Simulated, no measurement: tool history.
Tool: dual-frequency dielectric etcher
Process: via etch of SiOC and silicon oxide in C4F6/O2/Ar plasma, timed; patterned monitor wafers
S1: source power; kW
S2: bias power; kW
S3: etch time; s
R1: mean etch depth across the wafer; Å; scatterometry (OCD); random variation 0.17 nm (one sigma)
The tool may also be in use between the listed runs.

| run | hour | S1 | S2 | S3 | R1 |
|---|---|---|---|---|---|
| 1 | 0.0 | 0.450 | 0.160 | 67.5 | 690.31 |
| 2 | 1.0 | 0.450 | 0.160 | 67.5 | 692.44 |
| 3 | 9.1 | 0.450 | 0.160 | 70.5 | 720.71 |
| 4 | 11.9 | 0.400 | 0.142 | 69.5 | 648.42 |
| 5 | 19.3 | 0.400 | 0.142 | 70.5 | 657.42 |
| 6 | 23.6 | 0.370 | 0.133 | 70.0 | 611.54 |

Forecast run 7:
| 7 | 28.7 | 0.340 | 0.130 | 70.0 | ? |

R1: 585.32 Å

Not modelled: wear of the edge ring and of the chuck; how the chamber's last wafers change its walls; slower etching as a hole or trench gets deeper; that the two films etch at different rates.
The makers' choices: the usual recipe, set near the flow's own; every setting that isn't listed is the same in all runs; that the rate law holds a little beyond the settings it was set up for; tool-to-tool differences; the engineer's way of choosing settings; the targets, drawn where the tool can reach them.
